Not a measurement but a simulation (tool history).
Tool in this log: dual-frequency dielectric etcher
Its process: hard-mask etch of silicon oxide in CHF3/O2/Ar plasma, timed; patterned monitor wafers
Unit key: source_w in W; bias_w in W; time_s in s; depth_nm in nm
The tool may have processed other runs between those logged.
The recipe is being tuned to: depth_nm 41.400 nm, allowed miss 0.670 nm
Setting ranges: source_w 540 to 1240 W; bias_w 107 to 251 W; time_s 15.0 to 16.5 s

run	hour	source_w	bias_w	time_s	depth_nm
1	0.0	890	179	16.5	37.120
2	3.8	890	179	15.0	33.619
3	9.8	980	189	15.0	35.265
4	16.8	980	174	15.0	34.734
5	22.9	1040	190	15.0	36.524
6	25.8	1180	190	15.0	38.851
7	31.4	1200	196	15.0	39.222
8	32.5	1210	202	15.0	39.991
9	41.2	1210	202	15.0	39.915
10	43.8	1220	206	15.0	40.010
11	52.6	1230	210	15.0	40.529

Next run, 5 choices. One meets every target within its allowed miss, the rest don't. Which?
A	61.4	1240	176	15.5	?
B	61.4	1180	210	15.0	?
C	61.4	1060	187	16.0	?
D	61.4	1200	192	16.0	?
E	61.4	1230	191	15.0	?

move	depth_nm
A	39.825
B	39.669
C	39.024
D	41.531
E	39.299
A: further off than the last run
B: further off than the last run
C: further off than the last run
D: every result lands within tolerance
E: further off than the last run
Move D is the one to make.

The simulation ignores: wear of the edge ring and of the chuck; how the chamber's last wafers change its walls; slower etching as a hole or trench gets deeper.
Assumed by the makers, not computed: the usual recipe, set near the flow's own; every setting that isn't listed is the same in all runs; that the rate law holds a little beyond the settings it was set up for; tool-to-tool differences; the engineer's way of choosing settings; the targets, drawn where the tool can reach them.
